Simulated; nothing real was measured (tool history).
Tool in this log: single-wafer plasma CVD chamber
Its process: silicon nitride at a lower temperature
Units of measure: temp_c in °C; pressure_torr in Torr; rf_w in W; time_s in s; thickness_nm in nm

run	day	temp_c	pressure_torr	rf_w	time_s	thickness_nm
1	0.000	350	1.69	320	14.5	15.771
2	0.038	350	1.69	305	14.5	15.139
3	0.404	350	1.69	340	14.5	16.650
4	0.646	350	1.97	340	14.5	17.535
5	0.804	350	1.97	340	13.8	16.657
6	1.162	350	1.97	340	13.8	16.704
7	1.396	351	1.63	290	13.8	13.605
8	1.525	351	1.46	285	13.8	12.856

Forecast run 9:
9	1.558	351	1.38	285	13.8	?

Run 9 yielded thickness_nm 12.558 nm.

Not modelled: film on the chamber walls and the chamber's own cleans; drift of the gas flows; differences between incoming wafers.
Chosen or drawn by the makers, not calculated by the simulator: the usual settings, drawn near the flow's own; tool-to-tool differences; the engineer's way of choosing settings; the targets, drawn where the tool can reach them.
